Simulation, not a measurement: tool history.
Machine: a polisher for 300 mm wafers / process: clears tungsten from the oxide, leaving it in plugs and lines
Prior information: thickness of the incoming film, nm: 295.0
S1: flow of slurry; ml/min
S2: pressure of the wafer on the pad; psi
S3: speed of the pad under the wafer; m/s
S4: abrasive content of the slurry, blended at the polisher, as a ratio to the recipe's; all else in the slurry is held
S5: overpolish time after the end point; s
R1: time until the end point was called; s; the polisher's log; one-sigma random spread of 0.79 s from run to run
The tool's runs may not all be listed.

Run 1, hour 0: S1 205 ml/min, S2 3 psi, S3 0.9 m/s, S4 1, S5 14 s. Result: R1 108.57 s.
Run 2, hour 5.3: S1 210 ml/min, S2 3.3 psi, S3 0.9 m/s, S4 1, S5 14 s. Result: R1 98.625 s.
Run 3, hour 12.2: S1 210 ml/min, S2 3.3 psi, S3 0.9 m/s, S4 1.1, S5 14 s. Result: R1 94.986 s.
Run 4, hour 17.6: S1 210 ml/min, S2 3.4 psi, S3 0.9 m/s, S4 1.1, S5 14 s. Result: R1 92.74 s.
Run 5, hour 19.8: S1 260 ml/min, S2 3.4 psi, S3 0.9 m/s, S4 1.1, S5 14 s. Result: R1 90.336 s.
Run 6, hour 27: S1 260 ml/min, S2 3.4 psi, S3 0.9 m/s, S4 1.1, S5 14 s. Result: R1 89.467 s.
Run 7, hour 30.3: S1 260 ml/min, S2 3.5 psi, S3 0.9 m/s, S4 1.1, S5 14 s. Result: R1 88.4 s.
At hour 34.2: head pressure recalibrated.
Run 8, hour 34.2: S1 260 ml/min, S2 3.6 psi, S3 0.9 m/s, S4 1.1, S5 14 s. Result: R1 77.409 s.

Estimate the outcome of run 9 from the log above:
Run 9, hour 35.1: S1 255 ml/min, S2 3.6 psi, S3 0.9 m/s, S4 1.1, S5 14 s. Result: R1 ?.

R1: 77.34 s

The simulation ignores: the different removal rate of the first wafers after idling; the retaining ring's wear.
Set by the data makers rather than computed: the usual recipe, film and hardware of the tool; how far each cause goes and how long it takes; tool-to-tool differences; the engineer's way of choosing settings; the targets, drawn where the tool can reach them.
